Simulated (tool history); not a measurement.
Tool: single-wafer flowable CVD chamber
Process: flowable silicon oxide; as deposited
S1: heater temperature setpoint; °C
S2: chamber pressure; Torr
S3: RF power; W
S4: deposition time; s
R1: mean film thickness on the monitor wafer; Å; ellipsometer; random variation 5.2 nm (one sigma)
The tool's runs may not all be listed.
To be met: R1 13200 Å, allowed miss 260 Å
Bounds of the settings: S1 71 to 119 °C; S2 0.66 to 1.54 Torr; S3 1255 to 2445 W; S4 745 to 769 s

| run | day | S1 | S2 | S3 | S4 | R1 |
|---|---|---|---|---|---|---|
| 1 | 0 | 95 | 1.1 | 1850 | 745 | 8174.9 |
| 2 | 0.233 | 95 | 1.1 | 1850 | 769 | 8488.8 |
| 3 | 0.275 | 93 | 1.1 | 1850 | 769 | 8927.3 |
| 4 | 0.5 | 93 | 0.93 | 1850 | 769 | 7519.7 |
| 5 | 0.829 | 93 | 0.93 | 1850 | 745 | 7310.7 |
| 6 | 1.067 | 93 | 0.93 | 2105 | 745 | 7605.2 |
| 7 | 1.204 | 91 | 0.93 | 2105 | 745 | 8005.7 |
| 8 | 1.304 | 79 | 0.93 | 2105 | 745 | 11108 |
| 9 | 1.471 | 78 | 0.93 | 2105 | 745 | 11353 |

Which of these 4 next moves meets every target?
| A | 1.638 | 76 | 0.93 | 2320 | 769 | ? |
| B | 1.638 | 80 | 0.8 | 2140 | 745 | ? |
| C | 1.638 | 71 | 0.92 | 1985 | 764 | ? |
| D | 1.638 | 78 | 0.72 | 2170 | 747 | ? |

| move | R1 |
|---|---|
| A | 12442 |
| B | 9183 |
| C | 13187 |
| D | 8708.5 |
A: nearer than the last run, and not there yet
B: further off than the last run
C: meets every target
D: further off than the last run
Answer: C

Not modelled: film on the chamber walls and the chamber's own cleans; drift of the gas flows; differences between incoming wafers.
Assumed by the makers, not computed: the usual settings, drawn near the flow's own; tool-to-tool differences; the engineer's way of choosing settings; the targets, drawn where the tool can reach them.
